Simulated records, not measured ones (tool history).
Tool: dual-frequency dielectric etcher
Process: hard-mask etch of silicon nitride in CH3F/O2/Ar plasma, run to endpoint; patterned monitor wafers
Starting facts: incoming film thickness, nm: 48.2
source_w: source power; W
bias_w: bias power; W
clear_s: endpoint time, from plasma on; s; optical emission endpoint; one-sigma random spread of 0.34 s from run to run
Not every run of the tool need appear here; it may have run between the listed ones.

run	hour	source_w	bias_w	clear_s
1	0	540	97	55.346
2	1.5	570	99	54.479
3	9.7	600	102	53.092
4	13.2	600	115	51.067
5	16.2	560	115	52.96
6	22.5	580	116	51.201
7	31.2	590	117	51.614
8	36.2	610	118	50.735

For run 9, what comes out?
9	45.1	620	119	?

{"run 9": {"clear_s": 50.695}}
